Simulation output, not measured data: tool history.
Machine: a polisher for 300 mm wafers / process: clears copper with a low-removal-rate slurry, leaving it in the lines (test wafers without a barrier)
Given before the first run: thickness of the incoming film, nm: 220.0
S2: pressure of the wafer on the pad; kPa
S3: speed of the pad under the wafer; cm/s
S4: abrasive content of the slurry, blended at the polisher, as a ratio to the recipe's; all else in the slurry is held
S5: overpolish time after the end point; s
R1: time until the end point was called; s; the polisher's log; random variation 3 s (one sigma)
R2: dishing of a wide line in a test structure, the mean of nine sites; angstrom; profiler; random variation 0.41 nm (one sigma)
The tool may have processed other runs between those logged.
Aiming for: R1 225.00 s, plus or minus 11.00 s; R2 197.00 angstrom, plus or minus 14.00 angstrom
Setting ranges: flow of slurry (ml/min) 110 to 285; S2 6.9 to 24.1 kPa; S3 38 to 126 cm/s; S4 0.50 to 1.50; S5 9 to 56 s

run 1 hour=0.0 | flow_of_slurry_(ml/min)=180 S2=15.2 S3=82 S4=1.00 S5=29 | R1=148.87 R2=293.37
run 2 hour=6.7 | flow_of_slurry_(ml/min)=180 S2=15.2 S3=82 S4=1.10 S5=29 | R1=148.81 R2=300.03
run 3 hour=9.2 | flow_of_slurry_(ml/min)=180 S2=13.1 S3=82 S4=1.10 S5=29 | R1=172.93 R2=258.41
run 4 hour=13.5 | flow_of_slurry_(ml/min)=180 S2=13.1 S3=98 S4=1.10 S5=29 | R1=143.77 R2=310.73
run 5 hour=14.0 | flow_of_slurry_(ml/min)=180 S2=12.4 S3=98 S4=1.10 S5=29 | R1=153.25 R2=298.45
run 6 hour=14.6 | flow_of_slurry_(ml/min)=180 S2=12.4 S3=98 S4=1.10 S5=22 | R1=150.24 R2=233.26
run 7 hour=23.0 | flow_of_slurry_(ml/min)=180 S2=11.7 S3=98 S4=1.10 S5=23 | R1=158.26 R2=229.71
run 8 hour=24.0 | flow_of_slurry_(ml/min)=180 S2=11.0 S3=98 S4=1.10 S5=24 | R1=169.32 R2=222.22
run 9 hour=26.6 | flow_of_slurry_(ml/min)=180 S2=10.3 S3=98 S4=1.10 S5=25 | R1=181.10 R2=219.49
run 10 hour=32.3 | flow_of_slurry_(ml/min)=180 S2=10.3 S3=98 S4=1.10 S5=25 | R1=177.35 R2=219.68
run 11 hour=37.5 | flow_of_slurry_(ml/min)=180 S2=9.7 S3=98 S4=1.10 S5=25 | R1=186.58 R2=205.97
run 12 hour=43.4 | flow_of_slurry_(ml/min)=180 S2=9.7 S3=98 S4=1.10 S5=25 | R1=189.56 R2=209.52

Below are 5 possible settings for the next run. Only one of them brings all results inside the allowed miss of their targets. Which is it?
run A hour=49.3 | flow_of_slurry_(ml/min)=185 S2=10.3 S3=108 S4=1.05 S5=23 | R1=? R2=?
run B hour=49.3 | flow_of_slurry_(ml/min)=210 S2=11.7 S3=98 S4=1.05 S5=21 | R1=? R2=?
run C hour=49.3 | flow_of_slurry_(ml/min)=190 S2=11.7 S3=102 S4=1.00 S5=19 | R1=? R2=?
run D hour=49.3 | flow_of_slurry_(ml/min)=275 S2=11.7 S3=94 S4=1.05 S5=18 | R1=? R2=?
run E hour=49.3 | flow_of_slurry_(ml/min)=210 S2=6.9 S3=114 S4=0.90 S5=29 | R1=? R2=?

move=A R1=164.02 R2=221.13
move=B R1=157.11 R2=213.68
move=C R1=154.26 R2=199.17
move=D R1=158.63 R2=185.45
move=E R1=229.17 R2=198.16
A: the biggest miss grows against the last run
B: the biggest miss grows against the last run
C: the biggest miss grows against the last run
D: the biggest miss grows against the last run
E: hits every target within its allowed miss
The move that meets every target is E.
